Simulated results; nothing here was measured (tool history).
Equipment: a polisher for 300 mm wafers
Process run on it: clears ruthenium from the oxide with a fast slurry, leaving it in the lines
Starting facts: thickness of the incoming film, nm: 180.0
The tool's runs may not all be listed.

run	day	flow of slurry (ml/min)	pressure of the wafer on the pad (psi)	speed of the pad under the wafer (cm/s)	abrasive content of the slurry	overpolish time after the end point (s)	time until the end point was called (s)	dishing of a wide line in a test structure (nm)
1	0.000	285	2.3	94	1.0	30	57.743	44.881
2	0.196	285	2.0	92	1.0	23	66.266	35.297
3	0.467	285	1.8	92	1.0	19	74.302	28.992
4	0.575	285	1.7	92	1.0	17	78.295	26.577
5	0.746	285	1.7	92	1.0	29	76.359	36.898
6	0.804	285	1.7	72	1.0	29	100.570	32.226
7	0.975	285	1.8	74	1.0	23	94.104	28.526
8	1.283	285	1.8	74	1.0	23	93.344	28.938

Forecast run 9:
9	1.462	285	1.9	74	1.0	19	?	?

time until the end point was called (s): 86.023
dishing of a wide line in a test structure (nm): 25.183
